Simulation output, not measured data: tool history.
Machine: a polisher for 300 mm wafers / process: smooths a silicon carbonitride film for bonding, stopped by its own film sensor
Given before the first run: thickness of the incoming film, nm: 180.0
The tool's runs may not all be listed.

| run | hour | flow of slurry (ml/min) | pressure of the wafer on the pad (psi) | speed of the pad under the wafer (m/s) | abrasive content of the slurry | target thickness at which the film sensor stops the polish (nm) | time until the film sensor stopped the polish (s) |
|---|---|---|---|---|---|---|---|
| 1 | 0 | 230 | 2.2 | 1.16 | 1 | 143 | 159.66 |
| 2 | 5.6 | 205 | 2.2 | 1.16 | 1 | 143 | 160.62 |
| 3 | 10.4 | 205 | 2.2 | 1.16 | 1 | 141 | 170.61 |
| 4 | 16.5 | 205 | 2.5 | 1.24 | 1 | 141 | 135.62 |
|  | 19.7 | worn pad replaced by a new one |
| 5 | 19.7 | 205 | 2.7 | 1.26 | 1 | 141 | 118.34 |
| 6 | 20.2 | 205 | 2.9 | 1.28 | 1 | 141 | 101.49 |
| 7 | 28.7 | 205 | 3 | 1.28 | 1 | 141 | 103.42 |
| 8 | 34.1 | 205 | 3.1 | 1.3 | 1 | 141 | 97.757 |
| 9 | 40.2 | 205 | 3.2 | 1.32 | 1 | 141 | 96.857 |
| 10 | 43.3 | 205 | 3.3 | 1.36 | 1 | 141 | 88.562 |
| 11 | 44.2 | 205 | 3.3 | 1.38 | 1 | 141 | 87.537 |
| 12 | 46.1 | 205 | 3.3 | 1.4 | 1 | 141 | 87.365 |
| 13 | 51.7 | 205 | 3.3 | 1.42 | 1 | 141 | 86.159 |

Run 14 comes next. What will it give?
| 14 | 57.3 | 205 | 3.3 | 1.44 | 1 | 141 | ? |

time until the film sensor stopped the polish (s): 83.766
